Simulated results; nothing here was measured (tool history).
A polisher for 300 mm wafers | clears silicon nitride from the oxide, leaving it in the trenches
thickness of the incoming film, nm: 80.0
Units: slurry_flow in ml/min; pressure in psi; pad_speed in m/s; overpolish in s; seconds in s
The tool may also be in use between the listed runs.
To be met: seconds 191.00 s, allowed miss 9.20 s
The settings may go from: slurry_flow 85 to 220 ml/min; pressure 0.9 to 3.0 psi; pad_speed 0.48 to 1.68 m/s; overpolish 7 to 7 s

run,hour,slurry_flow,pressure,pad_speed,overpolish,seconds
1,0.0,140,1.9,1.08,7,115.26
2,8.4,140,1.7,1.08,7,130.19
3,16.8,140,1.5,1.08,7,146.27
4,19.0,140,1.4,1.08,7,155.63
5,26.7,140,1.4,1.26,7,139.36
6,30.9,140,1.4,1.26,7,140.38
7,39.0,140,1.3,1.26,7,149.25
8,47.0,140,1.2,1.26,7,162.70
9,54.3,140,1.1,1.26,7,177.78

Which of these 5 next moves meets every target?
A,61.6,120,1.1,1.44,7,?
B,61.6,145,1.1,1.30,7,?
C,61.6,150,1.3,1.08,7,?
D,61.6,170,1.0,1.22,7,?
E,61.6,135,1.2,1.24,7,?

move,seconds
A,165.45
B,173.73
C,168.87
D,195.00
E,167.42
A: further off than the last run
B: further off than the last run
C: further off than the last run
D: meets every target
E: further off than the last run
The right move is D.

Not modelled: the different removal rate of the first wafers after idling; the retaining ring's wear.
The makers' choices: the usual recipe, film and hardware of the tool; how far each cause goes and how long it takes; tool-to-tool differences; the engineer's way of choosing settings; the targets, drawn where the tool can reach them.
